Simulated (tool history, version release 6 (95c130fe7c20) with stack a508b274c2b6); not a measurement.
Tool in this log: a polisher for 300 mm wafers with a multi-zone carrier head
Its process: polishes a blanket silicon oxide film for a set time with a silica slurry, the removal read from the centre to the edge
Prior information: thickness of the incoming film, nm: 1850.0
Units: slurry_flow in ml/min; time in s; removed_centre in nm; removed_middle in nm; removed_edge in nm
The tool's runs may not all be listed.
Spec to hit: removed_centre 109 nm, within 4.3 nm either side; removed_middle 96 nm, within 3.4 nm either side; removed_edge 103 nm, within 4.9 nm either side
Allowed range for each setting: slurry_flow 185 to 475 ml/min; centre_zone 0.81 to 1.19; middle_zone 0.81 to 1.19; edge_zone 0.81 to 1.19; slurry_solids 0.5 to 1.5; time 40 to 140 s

run	hour	slurry_flow	centre_zone	middle_zone	edge_zone	slurry_solids	time	removed_centre	removed_middle	removed_edge
1	0	305	1	1	1	1	90	180.53	181.78	181.27
2	1	305	1	1	0.95	1	90	180.61	184.21	171.52
3	2.3	300	1	0.97	0.95	0.9	85	164.39	159	159.02
4	9.4	300	1	0.97	0.99	0.9	85	161.8	161.23	162.98
5	12.5	300	1	0.97	0.95	0.9	85	164.28	161.7	161.41
6	13.9	300	1	0.97	0.95	0.75	85	146.98	149.4	145.33
7	15.2	300	1.01	0.95	0.93	0.7	81	140.29	134.42	134.01
8	20.5	300	1.01	0.93	0.92	0.65	79	128.35	126.29	125.89
9	26.7	300	1.02	0.91	0.91	0.6	78	125.88	115.05	118.47

Next run, 5 choices. One meets every target within its allowed miss, the rest don't. Which?
A	32.9	355	1.07	0.91	0.9	0.55	71	?	?	?
B	32.9	320	0.96	1.08	1.06	0.55	67	?	?	?
C	32.9	290	1.07	0.98	0.84	0.7	83	?	?	?
D	32.9	285	1.02	0.86	0.9	0.55	71	?	?	?
E	32.9	360	1.14	0.84	0.81	0.65	62	?	?	?

move	removed_centre	removed_middle	removed_edge
A	116.15	103.54	106.38
B	99.197	110.93	107.5
C	149.59	141.61	133.52
D	108.88	96.947	104.66
E	116.35	92.423	96.456
A: closes in on the targets versus the last run, not all within tolerance yet
B: closes in on the targets versus the last run, not all within tolerance yet
C: further off than the last run
D: all results land within tolerance of their targets
E: moves the result that the last run missed by most past its target, out the other side
So the answer is move D, the one that meets all the targets.
